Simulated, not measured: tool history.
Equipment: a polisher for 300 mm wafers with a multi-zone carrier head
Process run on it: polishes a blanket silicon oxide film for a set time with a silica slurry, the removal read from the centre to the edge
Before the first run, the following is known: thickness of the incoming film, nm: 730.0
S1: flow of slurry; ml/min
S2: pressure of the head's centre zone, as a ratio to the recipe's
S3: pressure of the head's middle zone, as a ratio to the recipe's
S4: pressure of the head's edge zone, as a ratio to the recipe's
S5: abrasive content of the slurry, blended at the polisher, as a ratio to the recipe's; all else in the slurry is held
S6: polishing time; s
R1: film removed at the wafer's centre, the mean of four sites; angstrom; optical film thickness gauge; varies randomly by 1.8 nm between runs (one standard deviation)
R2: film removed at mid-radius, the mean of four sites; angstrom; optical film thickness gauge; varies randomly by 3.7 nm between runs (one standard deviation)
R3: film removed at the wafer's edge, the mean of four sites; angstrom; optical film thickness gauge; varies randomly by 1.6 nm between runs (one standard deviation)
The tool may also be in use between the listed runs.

run,day,S1,S2,S3,S4,S5,S6,R1,R2,R3
1,0,275,1,1,1,1,78,2843.9,2698.4,2740.8
2,0.346,265,0.99,0.99,0.98,1,78,2803,2734.9,2685.2
3,0.488,260,0.98,0.97,0.98,1,78,2761.7,2650.3,2667.5
4,0.688,260,0.98,0.97,0.98,1,85,3018.2,2820.2,2923.1
5,0.804,260,0.98,0.97,0.98,1,95,3334.7,3227.2,3287.6
6,1.088,260,0.98,0.97,0.95,1,95,3374.9,3229.2,3249.8

Predict the results of run 7:
7,1.421,255,0.96,0.95,0.93,0.95,95,?,?,?

{"run 7": {"R1": 3229.6, "R2": 3115.5, "R3": 3143.2}}
